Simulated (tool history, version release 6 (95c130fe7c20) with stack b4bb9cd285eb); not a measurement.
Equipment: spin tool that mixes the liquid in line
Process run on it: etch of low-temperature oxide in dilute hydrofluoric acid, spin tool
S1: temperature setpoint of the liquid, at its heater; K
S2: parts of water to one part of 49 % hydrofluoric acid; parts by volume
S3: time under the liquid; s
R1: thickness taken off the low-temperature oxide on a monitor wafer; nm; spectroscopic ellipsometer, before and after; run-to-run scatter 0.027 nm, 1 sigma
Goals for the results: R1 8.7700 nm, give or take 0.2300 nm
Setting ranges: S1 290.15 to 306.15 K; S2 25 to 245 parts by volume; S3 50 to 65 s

Run 1, hour 0.0: S1 298.15 K, S2 135 parts by volume, S3 65 s. Result: R1 5.6769 nm.
Run 2, hour 1.9: S1 298.15 K, S2 175 parts by volume, S3 65 s. Result: R1 4.1750 nm.
Run 3, hour 3.8: S1 299.65 K, S2 165 parts by volume, S3 65 s. Result: R1 4.7539 nm.
Run 4, hour 11.6: S1 300.65 K, S2 155 parts by volume, S3 65 s. Result: R1 5.2946 nm.
Run 5, hour 17.4: S1 300.65 K, S2 155 parts by volume, S3 50 s. Result: R1 4.0806 nm.
Run 6, hour 24.3: S1 300.65 K, S2 115 parts by volume, S3 50 s. Result: R1 5.7922 nm.
Run 7, hour 27.2: S1 301.15 K, S2 105 parts by volume, S3 50 s. Result: R1 6.4954 nm.
Run 8, hour 29.4: S1 301.65 K, S2 100 parts by volume, S3 50 s. Result: R1 7.0181 nm.
Run 9, hour 33.2: S1 302.15 K, S2 95 parts by volume, S3 50 s. Result: R1 7.5746 nm.
Run 10, hour 39.5: S1 302.65 K, S2 95 parts by volume, S3 50 s. Result: R1 7.7548 nm.
Run 11, hour 42.6: S1 303.15 K, S2 95 parts by volume, S3 50 s. Result: R1 7.8681 nm.

Consider the 4 candidate settings below. Which is the only one whose results all fall within their allowed miss of target?
Run A, hour 45.7: S1 302.15 K, S2 105 parts by volume, S3 65 s. Result: R1 ?.
Run B, hour 45.7: S1 300.65 K, S2 75 parts by volume, S3 50 s. Result: R1 ?.
Run C, hour 45.7: S1 297.15 K, S2 65 parts by volume, S3 50 s. Result: R1 ?.
Run D, hour 45.7: S1 302.65 K, S2 80 parts by volume, S3 50 s. Result: R1 ?.

move      R1
   A  8.8037
   B  9.3280
   C  9.4861
   D  9.3831
A: in spec on every target
B: the result that was furthest off in the last run now lies on the other side of its target
C: the result that was furthest off in the last run now lies on the other side of its target
D: the result that was furthest off in the last run now lies on the other side of its target
The move that meets every target is A.
